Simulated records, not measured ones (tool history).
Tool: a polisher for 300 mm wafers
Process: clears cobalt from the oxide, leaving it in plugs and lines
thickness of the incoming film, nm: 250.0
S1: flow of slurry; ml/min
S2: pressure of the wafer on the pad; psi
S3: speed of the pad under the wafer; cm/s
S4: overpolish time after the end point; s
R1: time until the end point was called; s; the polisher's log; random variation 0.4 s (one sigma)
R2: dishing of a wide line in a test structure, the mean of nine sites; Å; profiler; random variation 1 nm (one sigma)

run,hour,S1,S2,S3,S4,R1,R2
1,0,265,2.2,86,26,43.679,586.04
2,4.6,265,2.7,86,26,35.557,630.32
3,5.3,265,2.2,86,26,43.436,571.09
4,13.3,265,1.7,86,26,54.496,528.42
5,20.2,265,2.1,88,26,44.074,569.43
6,22.9,265,2.3,88,26,39.812,613.53
7,28,265,2.5,88,25,37.413,598.86
8,32.9,265,2.7,88,25,34.832,598.99
9,41.1,265,2.9,88,26,33.739,620.85
10,42.1,265,3.1,88,27,31.381,631.03

Forecast run 11:
11,46.5,265,3.2,88,28,?,?

Run 11 gave R1 30.756 s, R2 648.65 Å.

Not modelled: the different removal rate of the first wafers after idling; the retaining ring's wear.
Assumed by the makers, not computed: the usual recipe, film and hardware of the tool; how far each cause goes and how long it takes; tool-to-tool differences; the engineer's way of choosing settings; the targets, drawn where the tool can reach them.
